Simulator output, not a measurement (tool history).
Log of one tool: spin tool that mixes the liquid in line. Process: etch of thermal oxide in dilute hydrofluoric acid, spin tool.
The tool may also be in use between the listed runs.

| run | hour | temperature setpoint of the liquid (K) | parts of water to one part of 49 % hydrofluoric acid (parts by volume) | time under the liquid (s) | thickness taken off the thermal oxide on a monitor wafer (nm) |
|---|---|---|---|---|---|
| 1 | 0 | 299.15 | 290 | 320 | 4.3876 |
| 2 | 7.9 | 299.15 | 340 | 320 | 3.4579 |
| 3 | 16.9 | 295.65 | 340 | 320 | 3.1062 |
| 4 | 19.7 | 299.15 | 340 | 320 | 3.5614 |
| 5 | 26.3 | 299.15 | 340 | 320 | 3.4808 |
| 6 | 33.2 | 300.65 | 340 | 320 | 3.7124 |
| 7 | 38.2 | 302.15 | 250 | 325 | 5.8904 |
| 8 | 39.2 | 303.15 | 190 | 330 | 8.7822 |

The next listed run, before its measurement:
| 9 | 42.6 | 304.15 | 155 | 330 | ? |

{"run 9": {"thickness taken off the thermal oxide on a monitor wafer (nm)": 11.79}}
